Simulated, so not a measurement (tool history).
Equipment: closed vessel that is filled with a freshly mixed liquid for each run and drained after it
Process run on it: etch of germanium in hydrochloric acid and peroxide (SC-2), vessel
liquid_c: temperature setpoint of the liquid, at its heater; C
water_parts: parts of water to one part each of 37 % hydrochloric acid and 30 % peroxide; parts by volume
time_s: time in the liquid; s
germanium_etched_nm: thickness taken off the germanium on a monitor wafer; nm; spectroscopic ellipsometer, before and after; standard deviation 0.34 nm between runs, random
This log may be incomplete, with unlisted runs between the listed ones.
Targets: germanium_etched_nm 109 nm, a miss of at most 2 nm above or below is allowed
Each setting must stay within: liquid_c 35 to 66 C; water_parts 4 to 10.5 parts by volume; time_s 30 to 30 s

Run 1, hour 0: liquid_c 50 C, water_parts 5.5 parts by volume, time_s 30 s. Result: germanium_etched_nm 94.335 nm.
Run 2, hour 2.9: liquid_c 51.5 C, water_parts 5.5 parts by volume, time_s 30 s. Result: germanium_etched_nm 98.829 nm.
Run 3, hour 6: liquid_c 49 C, water_parts 5.5 parts by volume, time_s 30 s. Result: germanium_etched_nm 91.38 nm.
Run 4, hour 9.3: liquid_c 51 C, water_parts 5.5 parts by volume, time_s 30 s. Result: germanium_etched_nm 96.679 nm.
Run 5, hour 17: liquid_c 52.5 C, water_parts 5.5 parts by volume, time_s 30 s. Result: germanium_etched_nm 101.68 nm.
Run 6, hour 24.8: liquid_c 52.5 C, water_parts 5.5 parts by volume, time_s 30 s. Result: germanium_etched_nm 102.28 nm.
Run 7, hour 31.2: liquid_c 53 C, water_parts 5.5 parts by volume, time_s 30 s. Result: germanium_etched_nm 104.03 nm.
Run 8, hour 33.8: liquid_c 53.5 C, water_parts 5.5 parts by volume, time_s 30 s. Result: germanium_etched_nm 105.99 nm.
Run 9, hour 34.7: liquid_c 54 C, water_parts 5.5 parts by volume, time_s 30 s. Result: germanium_etched_nm 106.74 nm.

Consider the 5 candidate settings below. Which is the only one whose results all fall within their allowed miss of target?
Run A, hour 35.6: liquid_c 56.5 C, water_parts 5 parts by volume, time_s 30 s. Result: germanium_etched_nm ?.
Run B, hour 35.6: liquid_c 55.5 C, water_parts 4.5 parts by volume, time_s 30 s. Result: germanium_etched_nm ?.
Run C, hour 35.6: liquid_c 55 C, water_parts 6 parts by volume, time_s 30 s. Result: germanium_etched_nm ?.
Run D, hour 35.6: liquid_c 53 C, water_parts 6.5 parts by volume, time_s 30 s. Result: germanium_etched_nm ?.
Run E, hour 35.6: liquid_c 53.5 C, water_parts 5.5 parts by volume, time_s 30 s. Result: germanium_etched_nm ?.

move  germanium_etched_nm
   A               115.33
   B                112.1
   C               109.37
   D               102.38
   E               104.73
A: takes the biggest miss from the last run beyond its target
B: takes the biggest miss from the last run beyond its target
C: all results in spec
D: its largest miss is bigger than the last run's
E: its largest miss is bigger than the last run's
So the answer is move C, the one that meets all the targets.

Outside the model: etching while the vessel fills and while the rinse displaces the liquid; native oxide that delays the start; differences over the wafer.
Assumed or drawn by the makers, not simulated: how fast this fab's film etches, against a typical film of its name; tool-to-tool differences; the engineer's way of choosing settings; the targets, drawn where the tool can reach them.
